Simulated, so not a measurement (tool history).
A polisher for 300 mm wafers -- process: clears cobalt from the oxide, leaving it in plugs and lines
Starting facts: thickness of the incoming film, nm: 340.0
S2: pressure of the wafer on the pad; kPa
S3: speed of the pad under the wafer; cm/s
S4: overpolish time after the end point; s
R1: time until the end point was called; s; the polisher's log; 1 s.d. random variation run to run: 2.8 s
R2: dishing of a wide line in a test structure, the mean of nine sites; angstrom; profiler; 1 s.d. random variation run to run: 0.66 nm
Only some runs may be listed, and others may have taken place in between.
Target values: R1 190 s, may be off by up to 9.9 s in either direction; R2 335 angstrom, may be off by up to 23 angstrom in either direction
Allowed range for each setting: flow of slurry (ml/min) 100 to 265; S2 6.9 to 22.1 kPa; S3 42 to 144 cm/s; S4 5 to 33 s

run 1 day=0 | flow_of_slurry_(ml/min)=170 S2=14.5 S3=92 S4=17 | R1=75.581 R2=546.2
run 2 day=0.054 | flow_of_slurry_(ml/min)=170 S2=14.5 S3=70 S4=17 | R1=97.658 R2=451.96
run 3 day=0.267 | flow_of_slurry_(ml/min)=170 S2=14.5 S3=58 S4=17 | R1=116.7 R2=394.02
run 4 day=0.333 | flow_of_slurry_(ml/min)=170 S2=13.8 S3=58 S4=17 | R1=121.67 R2=379.44
run 5 day=0.429 | flow_of_slurry_(ml/min)=170 S2=13.1 S3=58 S4=18 | R1=127.98 R2=380.2
run 6 day=0.65 | flow_of_slurry_(ml/min)=170 S2=12.4 S3=58 S4=18 | R1=131.52 R2=385.68
run 7 day=0.842 | flow_of_slurry_(ml/min)=170 S2=11.7 S3=58 S4=18 | R1=140.17 R2=363.8
run 8 day=1.083 | flow_of_slurry_(ml/min)=170 S2=11 S3=58 S4=18 | R1=146.16 R2=351.33
run 9 day=1.192 | flow_of_slurry_(ml/min)=170 S2=11 S3=58 S4=18 | R1=145.29 R2=334.27
run 10 day=1.471 | flow_of_slurry_(ml/min)=170 S2=11 S3=58 S4=19 | R1=149.82 R2=376.74
run 11 day=1.517 | flow_of_slurry_(ml/min)=170 S2=9 S3=58 S4=19 | R1=169.9 R2=318.62

Pick the move, out of 5, that brings all results within their allowed miss; only one does.
run A day=1.562 | flow_of_slurry_(ml/min)=140 S2=10.3 S3=58 S4=17 | R1=? R2=?
run B day=1.562 | flow_of_slurry_(ml/min)=160 S2=8.3 S3=48 S4=21 | R1=? R2=?
run C day=1.562 | flow_of_slurry_(ml/min)=175 S2=9 S3=52 S4=22 | R1=? R2=?
run D day=1.562 | flow_of_slurry_(ml/min)=175 S2=6.9 S3=58 S4=20 | R1=? R2=?
run E day=1.562 | flow_of_slurry_(ml/min)=170 S2=10.3 S3=58 S4=19 | R1=? R2=?

move=A R1=158.5 R2=314.1
move=B R1=219.86 R2=284.99
move=C R1=189.95 R2=335.43
move=D R1=206.52 R2=288.32
move=E R1=154.28 R2=352.53
A: lands further from the targets than the last run did
B: carries the result that was furthest off beyond its target, to the other side
C: in spec on every target
D: carries the result that was furthest off beyond its target, to the other side
E: lands further from the targets than the last run did
Go with C: it meets all targets.
